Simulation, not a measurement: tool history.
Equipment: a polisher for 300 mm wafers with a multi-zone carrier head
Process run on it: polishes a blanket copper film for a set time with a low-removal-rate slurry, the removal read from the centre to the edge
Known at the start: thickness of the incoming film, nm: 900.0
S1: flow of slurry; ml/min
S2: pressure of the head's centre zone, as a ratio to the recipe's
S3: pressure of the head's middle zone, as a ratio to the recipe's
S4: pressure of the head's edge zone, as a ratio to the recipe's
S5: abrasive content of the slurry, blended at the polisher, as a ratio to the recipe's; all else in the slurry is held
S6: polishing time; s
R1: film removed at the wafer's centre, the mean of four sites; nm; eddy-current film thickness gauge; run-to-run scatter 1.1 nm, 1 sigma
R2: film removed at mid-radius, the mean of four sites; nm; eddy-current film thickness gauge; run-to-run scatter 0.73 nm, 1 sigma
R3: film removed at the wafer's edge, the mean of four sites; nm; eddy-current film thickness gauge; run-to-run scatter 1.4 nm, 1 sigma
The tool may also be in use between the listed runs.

run 1 hour=0 | S1=150 S2=1 S3=1 S4=1 S5=1 S6=66 | R1=116.7 R2=113.43 R3=118.09
run 2 hour=0.7 | S1=150 S2=1 S3=0.97 S4=1 S5=1 S6=66 | R1=114.45 R2=110.09 R3=118.25
run 3 hour=5.8 | S1=150 S2=1 S3=1.01 S4=1 S5=1 S6=66 | R1=113.24 R2=114.78 R3=118.5
run 4 hour=10.9 | S1=150 S2=1 S3=1.01 S4=1 S5=1 S6=57 | R1=101.38 R2=98.355 R3=98.466
run 5 hour=14.9 | S1=145 S2=1.01 S3=0.99 S4=1 S5=1 S6=57 | R1=99.723 R2=96.331 R3=102.57
run 6 hour=20.8 | S1=145 S2=1.02 S3=0.97 S4=0.98 S5=0.95 S6=57 | R1=99.282 R2=95.817 R3=100.48
run 7 hour=22.4 | S1=150 S2=1.04 S3=0.95 S4=0.99 S5=0.95 S6=56 | R1=101.69 R2=90.935 R3=96.617
run 8 hour=30.9 | S1=145 S2=1.05 S3=0.94 S4=1 S5=0.95 S6=56 | R1=102.47 R2=89.985 R3=96.99
-- hour=36.7 worn pad replaced by a new one
run 9 hour=36.7 | S1=140 S2=1.05 S3=0.93 S4=1.01 S5=0.95 S6=56 | R1=106.93 R2=93.211 R3=103.75
run 10 hour=42.3 | S1=140 S2=1.05 S3=0.91 S4=1.01 S5=0.95 S6=56 | R1=107.88 R2=92.737 R3=106.96

What does the tool deliver on the next run?
run 11 hour=45.1 | S1=140 S2=1.05 S3=0.9 S4=1 S5=0.9 S6=56 | R1=? R2=? R3=?

{"run 11": {"R1": 102.97, "R2": 90.376, "R3": 101.81}}

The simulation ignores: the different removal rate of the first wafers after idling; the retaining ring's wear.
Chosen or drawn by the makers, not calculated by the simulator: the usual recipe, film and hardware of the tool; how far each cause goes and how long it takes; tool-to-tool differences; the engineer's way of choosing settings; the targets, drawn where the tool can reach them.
